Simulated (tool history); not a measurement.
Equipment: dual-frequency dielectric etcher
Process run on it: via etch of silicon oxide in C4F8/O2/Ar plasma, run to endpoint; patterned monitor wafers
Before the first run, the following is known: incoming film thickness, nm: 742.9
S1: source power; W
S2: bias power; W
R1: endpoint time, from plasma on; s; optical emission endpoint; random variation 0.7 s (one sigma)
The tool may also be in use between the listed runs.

run	hour	S1	S2	R1
1	0	1770	2342	147.36
2	5.5	1770	2738	143.36
3	7.9	1820	2756	140.59
4	16.3	1860	2768	139.04
5	17.2	1860	2927	136.51
6	25.6	1880	2933	136.96
# hour 29.2: bias power generator calibrated
7	29.2	1910	2943	136.89
8	35.8	1940	2960	135.12

What will run 9 give?
9	44.3	1960	2969	?

R1: 136.55 s

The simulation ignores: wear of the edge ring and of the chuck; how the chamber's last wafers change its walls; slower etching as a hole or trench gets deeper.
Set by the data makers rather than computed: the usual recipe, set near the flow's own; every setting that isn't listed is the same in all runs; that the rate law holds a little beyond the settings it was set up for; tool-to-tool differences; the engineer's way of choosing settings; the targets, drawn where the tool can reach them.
